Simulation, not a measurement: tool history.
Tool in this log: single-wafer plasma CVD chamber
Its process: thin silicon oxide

run,hour,heater temperature setpoint (°C),chamber pressure (Pa),RF power (W),deposition time (s),mean film thickness on the monitor wafer (nm)
1,0.0,390,95.3,250,13.7,22.579
2,7.9,390,101.9,250,13.7,24.108
3,13.4,390,101.9,265,13.7,24.564
4,16.0,390,106.3,265,13.7,25.617
5,19.2,384,106.3,265,13.7,25.673
6,20.8,384,106.3,280,13.7,26.151

What will run 7 give?
7,29.8,384,108.9,280,13.7,?

Run 7 gave mean film thickness on the monitor wafer (nm) 26.795.
